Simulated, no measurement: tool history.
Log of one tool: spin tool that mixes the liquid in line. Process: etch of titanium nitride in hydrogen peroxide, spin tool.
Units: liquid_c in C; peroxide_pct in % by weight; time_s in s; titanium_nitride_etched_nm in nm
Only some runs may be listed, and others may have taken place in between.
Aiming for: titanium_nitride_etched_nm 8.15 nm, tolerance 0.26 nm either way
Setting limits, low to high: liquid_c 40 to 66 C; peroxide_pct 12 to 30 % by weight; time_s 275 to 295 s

run  hour  liquid_c  peroxide_pct  time_s  titanium_nitride_etched_nm
  1     0        56          21.5     275                      15.377
  2   0.9        60          21.5     275                      20.215
  3   6.1        66          21.5     275                      29.901
  4    11      59.5            21     275                      19.463
  5  11.9        62            21     275                      23.376
  6  16.5        62          17.5     275                      22.019
  7  24.4        57          17.5     275                       15.58
  8  28.4        54          17.5     275                      12.813
  9  33.6        52          17.5     275                      11.117
 10  42.3      50.5          17.5     275                      10.067
 11  48.7      49.5          17.5     275                       9.333
 12  52.6        49          17.5     275                      8.8793
 13  58.5      48.5          17.5     275                      8.5214

Exactly one of the 4 candidate moves below puts every result within its allowed miss. Which one?
  A  64.4        46          17.5     295                           ?
  B  64.4      47.5          19.5     275                           ?
  C  64.4        46          19.5     285                           ?
  D  64.4        49          16.5     275                           ?

move  titanium_nitride_etched_nm
   A                      7.7183
   B                      8.2237
   C                      7.6307
   D                      8.8553
A: takes the biggest miss from the last run beyond its target
B: meets every target
C: takes the biggest miss from the last run beyond its target
D: further off than the last run
Correct choice: B, which meets every target
